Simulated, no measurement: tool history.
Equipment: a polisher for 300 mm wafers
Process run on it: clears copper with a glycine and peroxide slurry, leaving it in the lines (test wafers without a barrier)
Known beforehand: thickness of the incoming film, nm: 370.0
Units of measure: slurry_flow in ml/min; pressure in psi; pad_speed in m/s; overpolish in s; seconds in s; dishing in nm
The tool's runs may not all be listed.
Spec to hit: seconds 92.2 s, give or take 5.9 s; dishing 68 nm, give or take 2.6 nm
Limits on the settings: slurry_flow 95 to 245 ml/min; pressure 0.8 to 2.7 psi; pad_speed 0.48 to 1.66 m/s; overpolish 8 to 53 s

run	day	slurry_flow	pressure	pad_speed	overpolish	seconds	dishing
1	0	155	1.7	1.06	27	97.677	58.084
2	0.229	155	1.7	1.06	28	97.237	59.911
3	0.396	120	1.7	1.06	28	101.33	56.423
4	0.667	105	1.7	1.06	28	106.88	55.49
5	0.904	105	1.4	1.06	28	122.31	51.8
6	0.942	105	1.7	1.06	28	106.27	55.884
7	1	115	1.7	1.06	29	103.81	58.257
8	1.096	125	1.7	1.06	30	101.42	59.606
# day 1.167: head pressure recalibrated
9	1.167	130	1.7	1.06	31	109.42	59.489
10	1.333	140	1.8	1.06	31	102.58	61.031
11	1.588	145	1.9	1.06	32	98.252	64.707

Exactly one of the 4 candidate moves below puts every result within its allowed miss. Which one?
A	1.842	155	2	1.04	28	?	?
B	1.842	135	2.4	1.08	25	?	?
C	1.842	170	2.2	0.94	32	?	?
D	1.842	150	2.4	1.02	29	?	?

move	seconds	dishing
A	92.473	61.242
B	80.821	62.287
C	91.975	67.811
D	82.824	67.857
A: lands further from the targets than the last run did
B: lands further from the targets than the last run did
C: each result inside its tolerance
D: gets the furthest-off result to its target, but another result is out of tolerance
The right move is C.

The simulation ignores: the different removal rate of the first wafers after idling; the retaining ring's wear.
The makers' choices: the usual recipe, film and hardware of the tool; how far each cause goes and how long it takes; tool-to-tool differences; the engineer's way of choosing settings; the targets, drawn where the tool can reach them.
